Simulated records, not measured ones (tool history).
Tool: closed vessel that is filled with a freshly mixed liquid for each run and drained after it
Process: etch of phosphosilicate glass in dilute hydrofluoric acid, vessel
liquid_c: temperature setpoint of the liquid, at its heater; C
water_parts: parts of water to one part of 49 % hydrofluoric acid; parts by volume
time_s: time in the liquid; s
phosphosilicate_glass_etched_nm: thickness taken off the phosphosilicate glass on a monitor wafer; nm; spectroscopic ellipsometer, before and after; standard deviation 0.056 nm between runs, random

run	day	liquid_c	water_parts	time_s	phosphosilicate_glass_etched_nm
1	0	22	225	30	12.011
2	0.221	19	225	30	10.759
3	0.538	22	225	30	12.068
4	0.838	22	225	30	12.066
5	0.929	23.5	225	30	12.746
6	0.954	23.5	225	30	12.783

Expected results for the next run?
7	1.042	23.5	225	30	?

{"run 7": {"phosphosilicate_glass_etched_nm": 12.654}}

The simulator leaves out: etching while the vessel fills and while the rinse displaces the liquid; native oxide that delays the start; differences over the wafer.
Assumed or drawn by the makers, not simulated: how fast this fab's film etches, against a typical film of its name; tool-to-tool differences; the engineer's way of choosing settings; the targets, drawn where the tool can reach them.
